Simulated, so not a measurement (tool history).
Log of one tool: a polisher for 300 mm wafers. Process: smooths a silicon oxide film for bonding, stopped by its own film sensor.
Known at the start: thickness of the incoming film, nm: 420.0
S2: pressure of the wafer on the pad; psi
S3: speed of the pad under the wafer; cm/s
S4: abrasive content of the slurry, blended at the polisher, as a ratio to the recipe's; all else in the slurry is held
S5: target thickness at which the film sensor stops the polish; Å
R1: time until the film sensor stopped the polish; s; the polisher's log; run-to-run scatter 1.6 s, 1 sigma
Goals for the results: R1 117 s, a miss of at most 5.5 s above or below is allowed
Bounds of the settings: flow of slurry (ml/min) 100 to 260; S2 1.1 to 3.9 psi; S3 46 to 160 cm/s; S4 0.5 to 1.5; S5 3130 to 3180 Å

run 1 hour=0 | flow_of_slurry_(ml/min)=165 S2=2.5 S3=102 S4=1 S5=3180 | R1=101.54
run 2 hour=7.2 | flow_of_slurry_(ml/min)=165 S2=2.4 S3=102 S4=1 S5=3180 | R1=104.29
run 3 hour=12.7 | flow_of_slurry_(ml/min)=165 S2=2.4 S3=124 S4=1 S5=3180 | R1=90.04
run 4 hour=20.5 | flow_of_slurry_(ml/min)=165 S2=2.8 S3=124 S4=1 S5=3180 | R1=79.75
run 5 hour=29.4 | flow_of_slurry_(ml/min)=165 S2=2.5 S3=122 S4=1 S5=3180 | R1=87.677
run 6 hour=37.2 | flow_of_slurry_(ml/min)=165 S2=2.5 S3=122 S4=0.85 S5=3180 | R1=93.023
run 7 hour=37.9 | flow_of_slurry_(ml/min)=160 S2=1.9 S3=120 S4=0.85 S5=3180 | R1=127.1
run 8 hour=45.4 | flow_of_slurry_(ml/min)=165 S2=1.9 S3=120 S4=0.85 S5=3180 | R1=126.9

Exactly one of the 4 candidate moves below puts every result within its allowed miss. Which one?
run A hour=52.9 | flow_of_slurry_(ml/min)=180 S2=1.9 S3=104 S4=0.95 S5=3130 | R1=?
run B hour=52.9 | flow_of_slurry_(ml/min)=205 S2=1.5 S3=126 S4=1.05 S5=3180 | R1=?
run C hour=52.9 | flow_of_slurry_(ml/min)=160 S2=2 S3=114 S4=0.85 S5=3130 | R1=?
run D hour=52.9 | flow_of_slurry_(ml/min)=150 S2=2.3 S3=110 S4=0.75 S5=3180 | R1=?

move=A R1=130.43
move=B R1=128.55
move=C R1=125.73
move=D R1=114.34
A: lands further from the targets than the last run did
B: lands further from the targets than the last run did
C: an improvement on the last run, though not all results are within tolerance
D: every result within its allowed miss
Go with D: it meets all targets.
